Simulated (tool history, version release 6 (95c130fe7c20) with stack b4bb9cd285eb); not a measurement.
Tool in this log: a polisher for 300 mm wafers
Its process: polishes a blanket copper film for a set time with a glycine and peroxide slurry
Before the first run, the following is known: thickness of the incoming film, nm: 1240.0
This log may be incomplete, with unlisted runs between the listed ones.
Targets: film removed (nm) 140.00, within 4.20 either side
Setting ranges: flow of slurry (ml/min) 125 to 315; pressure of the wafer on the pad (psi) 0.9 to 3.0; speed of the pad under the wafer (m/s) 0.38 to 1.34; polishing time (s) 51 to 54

| run | hour | flow of slurry (ml/min) | pressure of the wafer on the pad (psi) | speed of the pad under the wafer (m/s) | polishing time (s) | film removed (nm) |
|---|---|---|---|---|---|---|
| 1 | 0.0 | 205 | 1.9 | 0.86 | 51 | 194.11 |
| 2 | 1.7 | 205 | 1.9 | 0.66 | 51 | 162.09 |
| 3 | 9.7 | 240 | 1.9 | 0.66 | 51 | 167.99 |
| 4 | 17.1 | 225 | 1.8 | 0.66 | 51 | 161.74 |
| 5 | 25.7 | 225 | 1.8 | 0.66 | 54 | 168.38 |
| 6 | 26.8 | 215 | 1.7 | 0.66 | 54 | 163.34 |
| 7 | 35.7 | 205 | 1.6 | 0.66 | 54 | 158.14 |
| 8 | 40.3 | 200 | 1.5 | 0.66 | 54 | 151.49 |
| 9 | 45.4 | 195 | 1.4 | 0.66 | 54 | 145.02 |

Consider the 4 candidate settings below. Which is the only one whose results all fall within their allowed miss of target?
| A | 50.5 | 205 | 1.4 | 0.68 | 51 | ? |
| B | 50.5 | 205 | 1.4 | 0.68 | 54 | ? |
| C | 50.5 | 180 | 1.3 | 0.74 | 54 | ? |
| D | 50.5 | 195 | 1.8 | 0.66 | 51 | ? |

| move | film removed (nm) |
|---|---|
| A | 140.51 |
| B | 148.77 |
| C | 147.05 |
| D | 158.11 |
A: all results land within tolerance of their targets
B: misses by more than the last run did
C: misses by more than the last run did
D: misses by more than the last run did
The move that meets every target is A.
